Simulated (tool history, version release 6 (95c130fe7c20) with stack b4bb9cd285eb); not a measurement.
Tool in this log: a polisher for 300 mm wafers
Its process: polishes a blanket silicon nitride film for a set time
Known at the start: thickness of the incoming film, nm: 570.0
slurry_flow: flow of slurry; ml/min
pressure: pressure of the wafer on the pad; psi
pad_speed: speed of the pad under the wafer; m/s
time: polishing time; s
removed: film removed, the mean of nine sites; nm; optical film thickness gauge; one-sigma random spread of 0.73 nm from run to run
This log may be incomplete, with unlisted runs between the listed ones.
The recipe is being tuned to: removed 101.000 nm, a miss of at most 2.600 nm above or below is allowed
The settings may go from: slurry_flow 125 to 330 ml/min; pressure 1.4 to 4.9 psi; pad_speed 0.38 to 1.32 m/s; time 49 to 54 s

run,hour,slurry_flow,pressure,pad_speed,time,removed
1,0.0,210,3.1,0.84,54,71.415
2,7.5,215,3.2,0.84,54,74.296
3,11.6,240,3.2,0.84,54,74.190
4,20.6,240,3.2,0.94,54,80.520
5,29.1,290,3.2,0.94,54,81.283
6,30.4,290,3.3,0.94,54,82.412
# hour 38.7: head pressure recalibrated
7,38.7,290,3.4,0.94,54,92.916
8,41.1,295,3.5,0.94,54,95.094

Next run, 4 choices. One meets every target within its allowed miss, the rest don't. Which?
A,43.5,325,3.4,0.96,54,?
B,43.5,325,3.7,1.00,53,?
C,43.5,325,3.0,1.16,54,?
D,43.5,320,3.6,0.90,53,?

move,removed
A,95.699
B,102.740
C,96.235
D,94.912
A: better than the last run, though not everything is in spec
B: hits every target within its allowed miss
C: better than the last run, though not everything is in spec
D: about as far from the targets as the last run
Correct choice: B, which meets every target
